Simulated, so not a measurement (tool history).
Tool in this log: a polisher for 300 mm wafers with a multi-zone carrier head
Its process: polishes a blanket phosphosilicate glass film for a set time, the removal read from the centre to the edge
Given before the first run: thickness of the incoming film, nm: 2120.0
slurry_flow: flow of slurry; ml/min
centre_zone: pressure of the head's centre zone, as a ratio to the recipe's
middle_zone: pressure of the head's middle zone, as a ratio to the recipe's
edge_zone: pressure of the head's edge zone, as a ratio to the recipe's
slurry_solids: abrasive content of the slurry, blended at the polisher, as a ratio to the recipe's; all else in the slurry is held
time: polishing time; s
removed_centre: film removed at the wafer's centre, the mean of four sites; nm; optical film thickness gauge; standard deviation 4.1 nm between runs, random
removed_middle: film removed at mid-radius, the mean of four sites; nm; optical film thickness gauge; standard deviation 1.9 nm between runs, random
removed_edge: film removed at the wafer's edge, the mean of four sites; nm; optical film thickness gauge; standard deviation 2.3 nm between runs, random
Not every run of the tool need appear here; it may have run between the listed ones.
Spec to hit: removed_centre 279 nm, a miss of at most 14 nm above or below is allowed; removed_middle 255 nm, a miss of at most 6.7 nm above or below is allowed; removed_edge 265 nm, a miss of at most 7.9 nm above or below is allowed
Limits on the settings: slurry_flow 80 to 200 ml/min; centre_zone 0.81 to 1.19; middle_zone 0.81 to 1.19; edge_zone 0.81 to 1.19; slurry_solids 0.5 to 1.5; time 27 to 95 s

run,hour,slurry_flow,centre_zone,middle_zone,edge_zone,slurry_solids,time,removed_centre,removed_middle,removed_edge
1,0,130,1,1,1,1,61,302.81,296.45,299.8
2,5.7,120,1,0.98,0.97,1,61,299.01,296.33,290.55
3,14.1,120,1,0.98,0.91,1,61,297.48,288.22,283.98
4,21.8,120,1,0.98,0.91,1.1,61,307.62,296.76,291.65
5,27.7,120,1,0.98,0.91,1.2,61,318.18,304.68,303.02
6,33,110,0.99,0.94,0.89,1.15,61,309.05,292.6,294.96
7,38.8,105,0.99,0.91,0.88,1.1,61,294.78,278.73,286.3
8,40.4,100,1,0.89,0.86,1.05,61,291.67,268.23,274.17
9,43.1,100,1,0.89,0.86,1.05,61,300.91,264.36,279.58
10,49.9,100,1,0.89,0.86,1.05,61,291.33,267.56,278.46
11,50.7,95,1,0.88,0.85,1.05,61,284.65,262.78,270.39

Below are 4 possible settings for the next run. Only one of them brings all results inside the allowed miss of their targets. Which is it?
A,51.5,80,0.96,0.96,0.81,1.3,59,?,?,?
B,51.5,90,1.05,0.94,0.92,1.35,53,?,?,?
C,51.5,90,1.02,0.95,0.81,0.9,65,?,?,?
D,51.5,90,1.03,0.83,0.91,1.05,62,?,?,?

move,removed_centre,removed_middle,removed_edge
A,275.73,279.71,270.49
B,274.34,256.16,262.53
C,289.97,278.6,269.47
D,292.42,253.85,283.02
A: lands further from the targets than the last run did
B: hits every target within its allowed miss
C: lands further from the targets than the last run did
D: the worst result of the last run now meets its target, but another is out of spec
B meets every target.
